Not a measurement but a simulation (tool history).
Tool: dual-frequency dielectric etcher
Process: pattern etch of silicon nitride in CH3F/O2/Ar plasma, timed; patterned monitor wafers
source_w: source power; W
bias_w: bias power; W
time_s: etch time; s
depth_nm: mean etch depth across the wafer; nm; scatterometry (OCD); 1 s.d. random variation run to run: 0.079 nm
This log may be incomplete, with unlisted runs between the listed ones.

run  hour  source_w  bias_w  time_s  depth_nm
  1     0       510      55      56    42.736
  2   1.5       510      55      56    42.714
  3   6.6       510      60      56    43.593
  4  12.7       470      59      56    41.158
  5  17.7       450      59      56    39.946
  6  23.3       440      59      56    39.359
  7  28.3       390      57      56    35.997

Run 8, settings as shown, results not yet in. Your forecast:
  8  30.2       400      57      56         ?

depth_nm: 36.477 nm
